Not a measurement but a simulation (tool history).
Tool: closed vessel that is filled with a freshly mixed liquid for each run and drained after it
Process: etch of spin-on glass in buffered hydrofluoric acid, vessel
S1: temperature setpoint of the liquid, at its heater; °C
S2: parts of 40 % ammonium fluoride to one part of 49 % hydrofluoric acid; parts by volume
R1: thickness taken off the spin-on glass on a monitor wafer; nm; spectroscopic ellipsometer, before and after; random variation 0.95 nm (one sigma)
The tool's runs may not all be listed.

{"run": 1, "hour": 0.0, "S1": 22.0, "S2": 15.5, "time in the liquid (s)": 30, "R1": 56.162}
{"run": 2, "hour": 2.7, "S1": 19.5, "S2": 15.5, "time in the liquid (s)": 30, "R1": 49.184}
{"run": 3, "hour": 5.2, "S1": 19.5, "S2": 13.0, "time in the liquid (s)": 30, "R1": 58.03}
{"run": 4, "hour": 13.8, "S1": 18.0, "S2": 13.0, "time in the liquid (s)": 30, "R1": 54.096}
{"run": 5, "hour": 16.0, "S1": 18.0, "S2": 16.5, "time in the liquid (s)": 30, "R1": 41.847}
{"run": 6, "hour": 23.1, "S1": 17.0, "S2": 16.5, "time in the liquid (s)": 30, "R1": 40.061}
{"run": 7, "hour": 29.6, "S1": 19.0, "S2": 15.5, "time in the liquid (s)": 30, "R1": 48.115}
{"hour": 37.0, "done": "hydrofluoric acid flow meter replaced"}
{"run": 8, "hour": 37.0, "S1": 23.0, "S2": 10.5, "time in the liquid (s)": 30, "R1": 94.542}

Run 9, settings as shown, results not yet in. Your forecast:
{"run": 9, "hour": 45.1, "S1": 23.5, "S2": 10.5, "time in the liquid (s)": 30, "R1": "?"}

R1: 96.737 nm

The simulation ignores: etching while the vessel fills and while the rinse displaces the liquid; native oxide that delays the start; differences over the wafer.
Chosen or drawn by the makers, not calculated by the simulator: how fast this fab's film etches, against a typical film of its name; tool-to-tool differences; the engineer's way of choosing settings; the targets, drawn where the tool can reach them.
